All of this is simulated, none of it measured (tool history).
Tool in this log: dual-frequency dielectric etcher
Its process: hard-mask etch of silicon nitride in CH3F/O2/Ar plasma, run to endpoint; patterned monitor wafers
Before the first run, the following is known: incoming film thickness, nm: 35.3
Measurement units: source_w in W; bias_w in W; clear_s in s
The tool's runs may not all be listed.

run	hour	source_w	bias_w	clear_s
1	0	450	75	46.643
2	0.6	450	81	45.412
3	7.1	460	82	45.245
4	13.9	460	69	48.179
5	16.2	460	64	48.46
6	19.4	390	64	51.965
7	20.1	420	66	50
# hour 24: wet clean of the chamber
8	24	440	68	50.268
9	31	440	68	50.481
10	38.4	460	70	48.674
11	43	470	73	47.694
12	43.7	480	76	46.378
13	47.2	480	76	47.349

Run 14 is up next; what results do you expect?
14	51.6	480	79	?

{"run 14": {"clear_s": 45.554}}
